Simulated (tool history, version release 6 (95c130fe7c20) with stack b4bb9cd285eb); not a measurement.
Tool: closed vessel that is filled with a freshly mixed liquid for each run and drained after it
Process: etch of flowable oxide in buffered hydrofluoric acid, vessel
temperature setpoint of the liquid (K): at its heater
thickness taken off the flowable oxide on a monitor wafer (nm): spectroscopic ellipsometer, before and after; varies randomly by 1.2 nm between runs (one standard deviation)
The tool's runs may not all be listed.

run  hour  temperature setpoint of the liquid (K)  parts of 40 % ammonium fluoride to one part of 49 % hydrofluoric acid (parts by volume)  time in the liquid (s)  thickness taken off the flowable oxide on a monitor wafer (nm)
  1   0.0                                  297.15                                                                                     12.5                     105                                                          174.41
  2   3.5                                  299.15                                                                                     11.5                     105                                                          209.24
  3  10.2                                  300.65                                                                                     10.5                     105                                                          249.71
  4  13.0                                  300.65                                                                                     10.5                     115                                                          272.51
  5  18.0                                  300.65                                                                                     10.5                     115                                                          270.62
  6  23.8                                  301.65                                                                                     10.0                     115                                                          300.73
  7  33.1                                  302.65                                                                                     10.0                     115                                                          316.99
  8  34.4                                  303.15                                                                                     10.0                     115                                                          324.92
  9  40.5                                  303.65                                                                                     10.0                     115                                                          334.34

Run 10 has not been measured yet. What should we expect?
 10  45.8                                  304.15                                                                                     10.0                     115                                                               ?

For run 10 the tool returned thickness taken off the flowable oxide on a monitor wafer (nm) 345.42.
